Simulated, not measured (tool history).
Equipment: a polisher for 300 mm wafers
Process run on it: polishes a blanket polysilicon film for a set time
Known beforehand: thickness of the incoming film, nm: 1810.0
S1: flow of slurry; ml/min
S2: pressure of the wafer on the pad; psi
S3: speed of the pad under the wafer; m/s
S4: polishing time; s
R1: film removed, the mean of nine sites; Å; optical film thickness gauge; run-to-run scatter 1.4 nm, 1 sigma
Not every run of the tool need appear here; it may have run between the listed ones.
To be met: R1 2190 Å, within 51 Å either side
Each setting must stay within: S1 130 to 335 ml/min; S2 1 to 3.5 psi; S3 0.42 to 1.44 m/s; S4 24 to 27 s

{"run": 1, "hour": 0.0, "S1": 215, "S2": 2.2, "S3": 0.92, "S4": 27, "R1": 1850.4}
{"run": 2, "hour": 8.6, "S1": 220, "S2": 2.2, "S3": 0.92, "S4": 27, "R1": 1881.2}
{"run": 3, "hour": 14.9, "S1": 265, "S2": 2.2, "S3": 0.92, "S4": 27, "R1": 1888.3}
{"run": 4, "hour": 16.4, "S1": 265, "S2": 2.2, "S3": 1.1, "S4": 27, "R1": 2237.1}
{"run": 5, "hour": 24.8, "S1": 295, "S2": 2.2, "S3": 1.1, "S4": 27, "R1": 2248}
{"run": 6, "hour": 33.8, "S1": 295, "S2": 2.5, "S3": 1.1, "S4": 27, "R1": 2506.9}
{"run": 7, "hour": 35.9, "S1": 295, "S2": 2.3, "S3": 1.1, "S4": 27, "R1": 2323.8}
{"run": 8, "hour": 41.8, "S1": 260, "S2": 2.2, "S3": 1.1, "S4": 27, "R1": 2236.6}

Which one of the following 4 next-run settings gets every result inside its allowed miss? There is exactly one.
{"run": "A", "hour": 47.7, "S1": 250, "S2": 2.7, "S3": 1.04, "S4": 26, "R1": "?"}
{"run": "B", "hour": 47.7, "S1": 205, "S2": 2.5, "S3": 1.1, "S4": 26, "R1": "?"}
{"run": "C", "hour": 47.7, "S1": 285, "S2": 1.8, "S3": 1.26, "S4": 26, "R1": "?"}
{"run": "D", "hour": 47.7, "S1": 275, "S2": 3.1, "S3": 0.92, "S4": 26, "R1": "?"}

move=A R1=2347.1
move=B R1=2303.7
move=C R1=2202.3
move=D R1=2318
A: misses by more than the last run did
B: misses by more than the last run did
C: all results land within tolerance of their targets
D: misses by more than the last run did
Correct choice: C, which meets every target
